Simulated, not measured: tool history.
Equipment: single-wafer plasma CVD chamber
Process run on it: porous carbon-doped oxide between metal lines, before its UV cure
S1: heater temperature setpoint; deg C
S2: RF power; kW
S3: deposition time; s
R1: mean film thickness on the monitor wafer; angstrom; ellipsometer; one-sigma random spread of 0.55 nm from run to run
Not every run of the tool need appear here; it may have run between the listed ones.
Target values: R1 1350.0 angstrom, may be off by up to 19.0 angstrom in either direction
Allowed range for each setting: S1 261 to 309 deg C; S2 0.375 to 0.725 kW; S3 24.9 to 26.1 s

| run | day | S1 | S2 | S3 | R1 |
|---|---|---|---|---|---|
| 1 | 0.000 | 285 | 0.550 | 26.1 | 1618.3 |
| 2 | 0.162 | 285 | 0.615 | 26.1 | 1760.6 |
| 3 | 0.312 | 285 | 0.615 | 26.1 | 1770.9 |
| 4 | 0.542 | 277 | 0.615 | 26.1 | 1863.9 |
| 5 | 0.617 | 277 | 0.655 | 26.1 | 1956.2 |
| 6 | 0.904 | 284 | 0.625 | 26.0 | 1791.7 |
| 7 | 1.121 | 289 | 0.605 | 26.0 | 1688.7 |
| 8 | 1.212 | 293 | 0.590 | 26.0 | 1626.9 |
| 9 | 1.283 | 296 | 0.575 | 26.0 | 1558.1 |
| 10 | 1.542 | 299 | 0.565 | 26.0 | 1511.6 |
| 11 | 1.592 | 299 | 0.565 | 26.0 | 1508.3 |
| 12 | 1.654 | 301 | 0.555 | 26.0 | 1468.4 |
| 13 | 1.762 | 303 | 0.550 | 26.0 | 1438.5 |
| 14 | 2.008 | 304 | 0.545 | 26.0 | 1436.7 |
| 15 | 2.367 | 305 | 0.540 | 26.0 | 1404.9 |

Exactly one of the 4 candidate moves below puts every result within its allowed miss. Which one?
| A | 2.725 | 304 | 0.590 | 24.9 | ? |
| B | 2.725 | 304 | 0.580 | 26.1 | ? |
| C | 2.725 | 302 | 0.530 | 24.9 | ? |
| D | 2.725 | 297 | 0.545 | 25.2 | ? |

| move | R1 |
|---|---|
| A | 1458.1 |
| B | 1506.3 |
| C | 1357.8 |
| D | 1447.0 |
A: further off than the last run
B: further off than the last run
C: meets every target
D: further off than the last run
The move that meets every target is C.

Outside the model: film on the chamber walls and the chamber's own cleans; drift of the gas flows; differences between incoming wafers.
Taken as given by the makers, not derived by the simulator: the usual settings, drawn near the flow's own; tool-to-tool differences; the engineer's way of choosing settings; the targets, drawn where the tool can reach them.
